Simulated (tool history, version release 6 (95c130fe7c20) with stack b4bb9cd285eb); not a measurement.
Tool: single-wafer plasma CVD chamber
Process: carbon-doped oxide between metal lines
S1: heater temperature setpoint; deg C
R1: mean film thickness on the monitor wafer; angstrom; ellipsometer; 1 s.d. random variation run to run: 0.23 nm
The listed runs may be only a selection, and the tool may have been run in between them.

{"run": 1, "day": 0.0, "S1": 365, "chamber pressure (mTorr)": 4180, "RF power (W)": 430, "deposition time (s)": 16.6, "R1": 745.13}
{"run": 2, "day": 0.146, "S1": 365, "chamber pressure (mTorr)": 4180, "RF power (W)": 430, "deposition time (s)": 15.8, "R1": 710.39}
{"run": 3, "day": 0.396, "S1": 365, "chamber pressure (mTorr)": 4180, "RF power (W)": 430, "deposition time (s)": 15.8, "R1": 709.82}
{"run": 4, "day": 0.517, "S1": 370, "chamber pressure (mTorr)": 4180, "RF power (W)": 430, "deposition time (s)": 15.8, "R1": 703.43}
{"run": 5, "day": 0.812, "S1": 366, "chamber pressure (mTorr)": 4180, "RF power (W)": 430, "deposition time (s)": 15.8, "R1": 708.27}
{"run": 6, "day": 0.921, "S1": 366, "chamber pressure (mTorr)": 4180, "RF power (W)": 465, "deposition time (s)": 15.8, "R1": 761.69}
{"run": 7, "day": 1.171, "S1": 363, "chamber pressure (mTorr)": 4450, "RF power (W)": 470, "deposition time (s)": 15.8, "R1": 781.22}
{"run": 8, "day": 1.417, "S1": 360, "chamber pressure (mTorr)": 4640, "RF power (W)": 470, "deposition time (s)": 15.8, "R1": 794.04}
{"run": 9, "day": 1.654, "S1": 358, "chamber pressure (mTorr)": 4770, "RF power (W)": 470, "deposition time (s)": 15.8, "R1": 798.93}
{"run": 10, "day": 2.012, "S1": 356, "chamber pressure (mTorr)": 4910, "RF power (W)": 470, "deposition time (s)": 15.8, "R1": 811.8}
{"run": 11, "day": 2.358, "S1": 354, "chamber pressure (mTorr)": 4980, "RF power (W)": 470, "deposition time (s)": 15.8, "R1": 816.54}

Run 12 is up next; what results do you expect?
{"run": 12, "day": 2.717, "S1": 352, "chamber pressure (mTorr)": 5050, "RF power (W)": 470, "deposition time (s)": 15.8, "R1": "?"}

R1: 819.99 angstrom
